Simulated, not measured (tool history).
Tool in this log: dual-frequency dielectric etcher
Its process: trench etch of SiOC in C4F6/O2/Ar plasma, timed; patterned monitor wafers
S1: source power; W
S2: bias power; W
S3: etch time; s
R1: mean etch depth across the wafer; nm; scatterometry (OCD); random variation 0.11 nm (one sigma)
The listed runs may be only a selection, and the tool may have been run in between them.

{"run": 1, "hour": 0.0, "S1": 480, "S2": 148, "S3": 13, "R1": 27.366}
{"run": 2, "hour": 2.3, "S1": 460, "S2": 144, "S3": 13, "R1": 26.693}
{"run": 3, "hour": 8.2, "S1": 460, "S2": 144, "S3": 13, "R1": 26.671}
{"run": 4, "hour": 12.2, "S1": 460, "S2": 144, "S3": 13, "R1": 26.755}
{"run": 5, "hour": 13.4, "S1": 440, "S2": 141, "S3": 13, "R1": 26.045}
{"run": 6, "hour": 19.6, "S1": 410, "S2": 141, "S3": 13, "R1": 25.342}
{"run": 7, "hour": 24.9, "S1": 400, "S2": 140, "S3": 13, "R1": 25.04}
{"run": 8, "hour": 32.6, "S1": 390, "S2": 139, "S3": 13, "R1": 24.728}

Run 9, settings as shown, results not yet in. Your forecast:
{"run": 9, "hour": 35.5, "S1": 380, "S2": 138, "S3": 13, "R1": "?"}

Run 9 produced R1 24.629 nm.

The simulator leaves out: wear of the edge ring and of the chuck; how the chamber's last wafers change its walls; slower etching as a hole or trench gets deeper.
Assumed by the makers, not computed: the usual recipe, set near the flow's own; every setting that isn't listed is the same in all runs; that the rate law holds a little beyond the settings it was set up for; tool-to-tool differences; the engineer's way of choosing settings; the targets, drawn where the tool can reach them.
